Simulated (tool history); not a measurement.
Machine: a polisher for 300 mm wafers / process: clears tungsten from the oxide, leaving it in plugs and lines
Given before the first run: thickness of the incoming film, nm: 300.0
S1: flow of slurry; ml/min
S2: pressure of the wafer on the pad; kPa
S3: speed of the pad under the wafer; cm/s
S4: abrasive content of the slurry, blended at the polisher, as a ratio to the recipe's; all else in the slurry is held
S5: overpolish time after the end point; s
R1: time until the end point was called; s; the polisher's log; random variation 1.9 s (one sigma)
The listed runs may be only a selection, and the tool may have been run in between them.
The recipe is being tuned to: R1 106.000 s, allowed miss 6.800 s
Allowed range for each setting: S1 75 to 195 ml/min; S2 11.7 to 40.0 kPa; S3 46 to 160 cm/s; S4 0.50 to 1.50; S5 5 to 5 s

run  hour   S1    S2   S3    S4  S5       R1
  1   0.0  125  25.5  102  1.00   5   57.418
  2   2.2  150  25.5  102  1.00   5   56.686
  3  10.3  150  25.5  112  1.00   5   52.561
  4  14.8  150  21.4  106  1.00   5   67.337
  5  20.1  150  18.6  104  1.00   5   75.451
  6  24.2  150  18.6  104  0.90   5   77.909
  7  29.2  150  16.5  102  0.90   5   93.683
  8  30.2  150  15.9  102  0.90   5   93.442
  9  35.3  145  12.4  100  0.90   5  123.590
 10  42.0  150  13.1  100  0.90   5  116.480

Which one of the following 4 next-run settings gets every result inside its allowed miss? There is exactly one.
  A  48.7  145  13.1  116  0.85   5   ?
  B  48.7  135  12.4   98  0.90   5   ?
  C  48.7  170  11.7   90  0.95   5   ?
  D  48.7  150  12.4   98  0.75   5   ?

move       R1
   A  105.020
   B  125.960
   C  134.060
   D  132.550
A: every result lands within tolerance
B: moves away from the targets compared with the last run
C: moves away from the targets compared with the last run
D: moves away from the targets compared with the last run
The right move is A.
